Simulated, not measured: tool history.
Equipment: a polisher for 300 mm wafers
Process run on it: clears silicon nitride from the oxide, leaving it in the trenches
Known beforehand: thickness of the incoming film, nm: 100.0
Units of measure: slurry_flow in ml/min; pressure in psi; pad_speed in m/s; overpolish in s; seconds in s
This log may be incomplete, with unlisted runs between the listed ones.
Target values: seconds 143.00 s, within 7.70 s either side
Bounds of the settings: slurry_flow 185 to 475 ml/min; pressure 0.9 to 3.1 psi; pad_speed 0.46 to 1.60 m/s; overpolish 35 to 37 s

| run | hour | slurry_flow | pressure | pad_speed | overpolish | seconds |
|---|---|---|---|---|---|---|
| 1 | 0.0 | 305 | 2.0 | 1.02 | 35 | 181.25 |
| 2 | 2.5 | 305 | 2.1 | 1.02 | 35 | 172.73 |
| 3 | 4.1 | 375 | 2.1 | 1.02 | 35 | 168.37 |
| 4 | 10.0 | 375 | 2.1 | 1.02 | 37 | 169.04 |
| 5 | 11.5 | 375 | 2.1 | 0.82 | 37 | 208.84 |
| 6 | 15.9 | 315 | 2.1 | 0.82 | 37 | 206.29 |
| 7 | 22.5 | 315 | 2.7 | 0.86 | 37 | 158.64 |
| 8 | 28.5 | 315 | 2.8 | 0.86 | 37 | 153.12 |

Pick the move, out of 5, that brings all results within their allowed miss; only one does.
| A | 34.5 | 325 | 2.8 | 0.76 | 37 | ? |
| B | 34.5 | 310 | 2.4 | 0.96 | 35 | ? |
| C | 34.5 | 325 | 2.9 | 0.80 | 37 | ? |
| D | 34.5 | 325 | 2.9 | 0.90 | 37 | ? |
| E | 34.5 | 350 | 2.7 | 0.84 | 37 | ? |

| move | seconds |
|---|---|
| A | 170.81 |
| B | 161.74 |
| C | 158.13 |
| D | 142.74 |
| E | 161.10 |
A: its largest miss is bigger than the last run's
B: its largest miss is bigger than the last run's
C: its largest miss is bigger than the last run's
D: meets every target
E: its largest miss is bigger than the last run's
The right move is D.
